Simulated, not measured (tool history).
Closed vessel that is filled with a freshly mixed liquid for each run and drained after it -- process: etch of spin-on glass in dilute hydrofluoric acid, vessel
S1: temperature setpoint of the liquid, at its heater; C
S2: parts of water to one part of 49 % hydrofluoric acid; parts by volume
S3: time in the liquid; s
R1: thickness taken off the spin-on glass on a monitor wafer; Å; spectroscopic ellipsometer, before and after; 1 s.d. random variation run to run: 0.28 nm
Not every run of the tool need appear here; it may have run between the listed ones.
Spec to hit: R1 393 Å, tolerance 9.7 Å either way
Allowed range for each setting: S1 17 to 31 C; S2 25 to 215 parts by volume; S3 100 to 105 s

run,hour,S1,S2,S3,R1
1,0,23,120,100,168.53
2,2.4,24,110,100,195.26
3,8.2,24,110,105,205.17
4,11.3,24,110,105,204.51
5,18.4,25,105,105,225.46
6,24,27.5,105,105,247.1
7,29.4,28,100,105,265.74
8,37.4,28.5,95,105,290.58
9,43.4,29,90,105,312.83
10,46.3,29.5,90,105,312.35
11,51.9,30.5,80,105,374.66

Which one of the following 5 next-run settings gets every result inside its allowed miss? There is exactly one.
A,57.5,30.5,70,100,?
B,57.5,31,85,100,?
C,57.5,28,70,105,?
D,57.5,25,65,100,?
E,57.5,31,75,105,?

move,R1
A,414.63
B,340.29
C,395.15
D,362.2
E,411.05
A: carries the result that was furthest off beyond its target, to the other side
B: its largest miss is bigger than the last run's
C: all results land within tolerance of their targets
D: its largest miss is bigger than the last run's
E: carries the result that was furthest off beyond its target, to the other side
The right move is C.
